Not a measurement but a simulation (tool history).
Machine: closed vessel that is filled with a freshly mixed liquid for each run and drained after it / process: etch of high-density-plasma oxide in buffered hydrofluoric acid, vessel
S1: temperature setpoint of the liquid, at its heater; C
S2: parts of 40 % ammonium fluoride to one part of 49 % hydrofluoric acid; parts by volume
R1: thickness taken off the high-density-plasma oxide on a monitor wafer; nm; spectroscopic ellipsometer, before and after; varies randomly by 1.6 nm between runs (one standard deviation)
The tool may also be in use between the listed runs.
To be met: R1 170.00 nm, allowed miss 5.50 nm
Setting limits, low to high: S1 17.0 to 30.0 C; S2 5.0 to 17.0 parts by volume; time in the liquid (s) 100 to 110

run 1 day=0.000 | S1=22.0 S2=10.5 time_in_the_liquid_(s)=100 | R1=110.72
run 2 day=0.212 | S1=23.5 S2=10.5 time_in_the_liquid_(s)=100 | R1=120.14
run 3 day=0.583 | S1=23.5 S2=8.5 time_in_the_liquid_(s)=100 | R1=143.41
run 4 day=0.896 | S1=25.0 S2=8.5 time_in_the_liquid_(s)=100 | R1=157.71
run 5 day=1.046 | S1=25.0 S2=6.5 time_in_the_liquid_(s)=100 | R1=200.95
run 6 day=1.192 | S1=25.0 S2=9.0 time_in_the_liquid_(s)=100 | R1=144.01
run 7 day=1.267 | S1=26.0 S2=9.0 time_in_the_liquid_(s)=100 | R1=153.60
run 8 day=1.517 | S1=26.5 S2=9.0 time_in_the_liquid_(s)=100 | R1=159.94
run 9 day=1.562 | S1=27.0 S2=9.0 time_in_the_liquid_(s)=100 | R1=158.66

Which one of the following 4 next-run settings gets every result inside its allowed miss? There is exactly one.
run A day=1.608 | S1=25.5 S2=9.0 time_in_the_liquid_(s)=105 | R1=?
run B day=1.608 | S1=25.5 S2=8.0 time_in_the_liquid_(s)=100 | R1=?
run C day=1.608 | S1=29.5 S2=9.5 time_in_the_liquid_(s)=100 | R1=?
run D day=1.608 | S1=23.5 S2=6.5 time_in_the_liquid_(s)=100 | R1=?

move=A R1=158.73
move=B R1=171.76
move=C R1=180.83
move=D R1=189.83
A: as far off as the last run
B: in spec on every target
C: takes the biggest miss from the last run beyond its target
D: takes the biggest miss from the last run beyond its target
B is the move that brings every result within its allowed miss.

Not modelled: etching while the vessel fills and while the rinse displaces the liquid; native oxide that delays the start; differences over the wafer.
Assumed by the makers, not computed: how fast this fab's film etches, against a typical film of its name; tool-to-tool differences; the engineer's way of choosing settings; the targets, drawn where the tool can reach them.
